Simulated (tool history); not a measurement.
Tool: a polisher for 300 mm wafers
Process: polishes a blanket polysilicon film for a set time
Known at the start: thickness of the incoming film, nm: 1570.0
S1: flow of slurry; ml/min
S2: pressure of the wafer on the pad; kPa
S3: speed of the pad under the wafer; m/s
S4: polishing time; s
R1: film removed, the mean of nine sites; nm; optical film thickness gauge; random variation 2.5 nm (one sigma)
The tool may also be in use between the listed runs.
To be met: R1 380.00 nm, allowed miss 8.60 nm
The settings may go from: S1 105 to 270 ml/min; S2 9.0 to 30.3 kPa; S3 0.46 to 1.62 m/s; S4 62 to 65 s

run	hour	S1	S2	S3	S4	R1
1	0.0	175	19.3	1.04	62	547.87
2	5.0	175	19.3	1.22	62	621.81
3	11.1	175	22.1	1.22	62	703.51
4	13.9	170	19.3	1.22	62	609.53
5	17.8	170	19.3	1.02	62	542.89
6	26.7	165	17.9	1.02	62	498.82
7	34.2	160	17.2	1.02	62	478.61
8	38.4	155	16.5	1.02	62	456.64
9	41.1	125	13.1	1.02	62	348.03
10	42.4	125	13.1	1.02	62	347.62
# hour 47.6: slurry nozzle cleaned
11	47.6	130	13.1	1.02	62	364.64

Which of these 4 next moves meets every target?
A	52.8	125	15.2	0.78	63	?
B	52.8	110	15.2	0.80	62	?
C	52.8	120	15.2	0.84	65	?
D	52.8	150	14.5	0.82	62	?

move	R1
A	355.83
B	346.55
C	381.58
D	357.12
A: further off than the last run
B: further off than the last run
C: meets every target
D: further off than the last run
Answer: C
